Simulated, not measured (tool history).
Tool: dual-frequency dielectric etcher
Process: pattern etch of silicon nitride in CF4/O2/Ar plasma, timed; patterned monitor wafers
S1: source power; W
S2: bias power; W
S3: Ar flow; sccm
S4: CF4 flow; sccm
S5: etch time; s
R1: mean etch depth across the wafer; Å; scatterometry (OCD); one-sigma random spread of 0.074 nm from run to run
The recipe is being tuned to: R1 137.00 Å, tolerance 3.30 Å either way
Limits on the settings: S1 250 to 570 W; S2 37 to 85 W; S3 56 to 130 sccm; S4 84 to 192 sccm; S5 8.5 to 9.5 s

| run | hour | S1 | S2 | S3 | S4 | S5 | R1 |
|---|---|---|---|---|---|---|---|
| 1 | 0.0 | 410 | 61 | 93 | 138 | 9.5 | 173.32 |
| 2 | 2.3 | 390 | 61 | 93 | 138 | 9.5 | 166.14 |
| 3 | 3.6 | 390 | 61 | 93 | 138 | 9.5 | 165.37 |
| 4 | 12.3 | 430 | 61 | 93 | 138 | 9.5 | 181.82 |
|  | 18.0 | source power generator calibrated |
| 5 | 18.0 | 410 | 61 | 93 | 138 | 9.5 | 170.60 |
| 6 | 20.2 | 390 | 61 | 93 | 138 | 9.5 | 162.83 |
| 7 | 24.2 | 380 | 61 | 93 | 138 | 9.5 | 158.66 |
| 8 | 25.8 | 380 | 61 | 93 | 138 | 9.5 | 157.22 |
| 9 | 32.8 | 370 | 61 | 93 | 138 | 9.5 | 153.61 |
| 10 | 38.9 | 360 | 61 | 93 | 138 | 9.5 | 149.01 |
| 11 | 40.7 | 350 | 61 | 93 | 138 | 9.5 | 144.60 |
| 12 | 45.6 | 350 | 61 | 93 | 138 | 9.5 | 144.69 |

Pick the move, out of 5, that brings all results within their allowed miss; only one does.
| A | 50.5 | 340 | 69 | 102 | 134 | 9.5 | ? |
| B | 50.5 | 340 | 53 | 88 | 146 | 9.5 | ? |
| C | 50.5 | 380 | 64 | 98 | 131 | 9.5 | ? |
| D | 50.5 | 380 | 58 | 100 | 146 | 9.5 | ? |
| E | 50.5 | 330 | 66 | 80 | 109 | 9.0 | ? |

| move | R1 |
|---|---|
| A | 145.71 |
| B | 137.30 |
| C | 159.01 |
| D | 155.53 |
| E | 132.70 |
A: misses by more than the last run did
B: meets every target
C: misses by more than the last run did
D: misses by more than the last run did
E: carries the result that was furthest off beyond its target, to the other side
Answer: B
